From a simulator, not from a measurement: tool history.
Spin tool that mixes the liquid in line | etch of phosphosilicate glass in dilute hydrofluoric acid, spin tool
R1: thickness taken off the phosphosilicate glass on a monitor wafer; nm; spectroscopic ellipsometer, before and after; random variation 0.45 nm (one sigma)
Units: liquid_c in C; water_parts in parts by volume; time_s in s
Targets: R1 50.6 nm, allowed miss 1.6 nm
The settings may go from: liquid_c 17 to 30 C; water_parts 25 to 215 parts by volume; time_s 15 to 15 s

{"run": 1, "hour": 0.0, "liquid_c": 22, "water_parts": 120, "time_s": 15, "R1": 15.379}
{"run": 2, "hour": 5.8, "liquid_c": 24, "water_parts": 90, "time_s": 15, "R1": 23.157}
{"run": 3, "hour": 10.5, "liquid_c": 24, "water_parts": 130, "time_s": 15, "R1": 15.604}
{"run": 4, "hour": 14.2, "liquid_c": 26, "water_parts": 105, "time_s": 15, "R1": 21.17}
{"run": 5, "hour": 17.5, "liquid_c": 26, "water_parts": 90, "time_s": 15, "R1": 24.867}
{"run": 6, "hour": 19.9, "liquid_c": 27, "water_parts": 75, "time_s": 15, "R1": 32.061}
{"run": 7, "hour": 20.9, "liquid_c": 28, "water_parts": 65, "time_s": 15, "R1": 39.494}
{"run": 8, "hour": 27.6, "liquid_c": 28.5, "water_parts": 60, "time_s": 15, "R1": 43.959}
{"run": 9, "hour": 32.6, "liquid_c": 28.5, "water_parts": 60, "time_s": 15, "R1": 42.957}
{"hour": 33.4, "done": "thermometer replaced"}
{"run": 10, "hour": 33.4, "liquid_c": 29, "water_parts": 60, "time_s": 15, "R1": 46.931}
{"run": 11, "hour": 37.5, "liquid_c": 29.5, "water_parts": 60, "time_s": 15, "R1": 48.085}
{"run": 12, "hour": 44.7, "liquid_c": 30, "water_parts": 60, "time_s": 15, "R1": 48.888}
{"run": 13, "hour": 48.2, "liquid_c": 30, "water_parts": 55, "time_s": 15, "R1": 53.725}

4 next moves are on the table. One of them brings every result within its allowed miss. Which?
{"run": "A", "hour": 51.7, "liquid_c": 28.5, "water_parts": 55, "time_s": 15, "R1": "?"}
{"run": "B", "hour": 51.7, "liquid_c": 28.5, "water_parts": 60, "time_s": 15, "R1": "?"}
{"run": "C", "hour": 51.7, "liquid_c": 27.5, "water_parts": 45, "time_s": 15, "R1": "?"}
{"run": "D", "hour": 51.7, "liquid_c": 28.5, "water_parts": 50, "time_s": 15, "R1": "?"}

move=A R1=50.502
move=B R1=45.956
move=C R1=60.186
move=D R1=55.964
A: meets every target
B: takes the result that was furthest off past its target
C: further off than the last run
D: further off than the last run
Answer: A
